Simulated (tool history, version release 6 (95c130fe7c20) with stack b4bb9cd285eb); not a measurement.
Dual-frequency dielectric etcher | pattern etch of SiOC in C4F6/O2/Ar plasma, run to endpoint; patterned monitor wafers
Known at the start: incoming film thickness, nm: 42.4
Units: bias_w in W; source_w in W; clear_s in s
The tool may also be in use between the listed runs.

run	hour	bias_w	source_w	clear_s
1	0.0	435	370	15.119
2	5.6	503	370	14.084
3	8.3	503	430	13.223
4	16.7	514	430	13.267
5	18.7	514	370	13.908
6	23.9	514	310	14.890
7	28.7	536	330	14.210
8	33.4	553	340	13.775
9	39.9	566	350	13.554

Run 10 comes next. What will it give?
10	44.0	576	360	?

Run 10 gave clear_s 13.265 s.
